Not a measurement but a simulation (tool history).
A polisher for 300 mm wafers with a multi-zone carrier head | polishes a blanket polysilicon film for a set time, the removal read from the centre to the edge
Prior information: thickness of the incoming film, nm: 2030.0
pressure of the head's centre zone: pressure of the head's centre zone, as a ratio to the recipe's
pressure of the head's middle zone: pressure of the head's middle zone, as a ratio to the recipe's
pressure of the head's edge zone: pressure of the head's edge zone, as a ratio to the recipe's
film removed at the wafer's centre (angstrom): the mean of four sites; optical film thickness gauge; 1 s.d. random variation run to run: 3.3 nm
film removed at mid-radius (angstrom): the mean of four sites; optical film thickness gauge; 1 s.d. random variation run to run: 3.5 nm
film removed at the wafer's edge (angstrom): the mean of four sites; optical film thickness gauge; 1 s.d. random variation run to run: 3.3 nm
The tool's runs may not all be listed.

run,hour,flow of slurry (ml/min),pressure of the head's centre zone,pressure of the head's middle zone,pressure of the head's edge zone,polishing time (s),film removed at the wafer's centre (angstrom),film removed at mid-radius (angstrom),film removed at the wafer's edge (angstrom)
1,0,305,1,1,1,69,4077.2,4330,4152.5
2,8.3,305,0.99,0.99,0.99,68,3955.6,4267.2,4156.4
3,9.6,305,0.99,0.99,0.98,66,3919,4089,3881.5
4,18.5,305,1.05,0.99,0.98,66,4040.5,4176.3,3995.7
5,22.2,305,0.99,0.99,0.98,66,3830.7,4122.1,3947
6,30.6,305,0.98,0.98,0.97,65,3739,3970.4,3860.3
7,31.1,305,0.97,0.98,0.96,65,3645.1,4062.8,3919.4

What will run 8 give?
# hour 36.7: centre zone pressure recalibrated
8,36.7,305,0.97,0.98,0.96,64,?,?,?

Run 8 came out at film removed at the wafer's centre (angstrom) 3799, film removed at mid-radius (angstrom) 3876.5, film removed at the wafer's edge (angstrom) 3883.7.
